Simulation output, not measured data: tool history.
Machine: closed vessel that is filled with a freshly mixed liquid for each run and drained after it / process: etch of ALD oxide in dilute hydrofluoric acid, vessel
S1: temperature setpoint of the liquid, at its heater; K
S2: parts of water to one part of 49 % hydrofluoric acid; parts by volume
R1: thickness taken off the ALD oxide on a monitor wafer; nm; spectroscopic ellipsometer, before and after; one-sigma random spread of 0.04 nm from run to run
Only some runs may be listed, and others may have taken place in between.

run 1 day=0.000 | S1=297.15 S2=220 time_in_the_liquid_(s)=140 | R1=7.3059
run 2 day=0.358 | S1=293.65 S2=220 time_in_the_liquid_(s)=140 | R1=6.4285
run 3 day=0.683 | S1=293.15 S2=225 time_in_the_liquid_(s)=140 | R1=6.0674
run 4 day=0.879 | S1=293.15 S2=160 time_in_the_liquid_(s)=140 | R1=9.1895
run 5 day=1.179 | S1=293.15 S2=160 time_in_the_liquid_(s)=150 | R1=9.6907
run 6 day=1.471 | S1=293.15 S2=160 time_in_the_liquid_(s)=150 | R1=9.8892

What will run 7 give?
run 7 day=1.725 | S1=290.15 S2=250 time_in_the_liquid_(s)=150 | R1=?

Logged for run 7: R1 5.1365 nm.
